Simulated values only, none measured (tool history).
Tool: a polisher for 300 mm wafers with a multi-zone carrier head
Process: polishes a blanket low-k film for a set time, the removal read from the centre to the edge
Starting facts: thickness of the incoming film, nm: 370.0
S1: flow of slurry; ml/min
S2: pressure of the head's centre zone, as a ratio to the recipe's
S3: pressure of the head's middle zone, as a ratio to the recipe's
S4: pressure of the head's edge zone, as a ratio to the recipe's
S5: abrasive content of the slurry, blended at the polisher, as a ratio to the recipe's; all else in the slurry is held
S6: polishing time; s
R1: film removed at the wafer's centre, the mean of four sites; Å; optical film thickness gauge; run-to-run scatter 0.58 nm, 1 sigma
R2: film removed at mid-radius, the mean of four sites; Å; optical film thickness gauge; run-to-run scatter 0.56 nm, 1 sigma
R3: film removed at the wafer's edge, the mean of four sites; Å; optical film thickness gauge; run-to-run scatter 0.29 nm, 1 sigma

| run | hour | S1 | S2 | S3 | S4 | S5 | S6 | R1 | R2 | R3 |
|---|---|---|---|---|---|---|---|---|---|---|
| 1 | 0 | 190 | 1 | 1 | 1 | 1 | 79 | 282.98 | 294.53 | 289.91 |
| 2 | 0.8 | 190 | 1 | 1 | 0.94 | 1 | 79 | 287.22 | 290.9 | 284.39 |
| 3 | 6.2 | 190 | 1.05 | 1 | 0.94 | 1 | 79 | 294.93 | 290.34 | 286.86 |
| 4 | 8.9 | 190 | 1.05 | 1 | 0.94 | 1 | 87 | 333.78 | 321.69 | 315.91 |
| 5 | 15.5 | 190 | 1.05 | 1 | 0.94 | 0.85 | 87 | 290.41 | 285.59 | 274.99 |
| 6 | 23.4 | 190 | 1.09 | 1 | 0.94 | 0.85 | 87 | 300.74 | 287.84 | 274.08 |

Run 7, settings as shown, results not yet in. Your forecast:
| 7 | 27.6 | 215 | 1.02 | 1.06 | 0.94 | 1 | 88 | ? | ? | ? |

R1: 319.89 Å
R2: 342.05 Å
R3: 314.18 Å
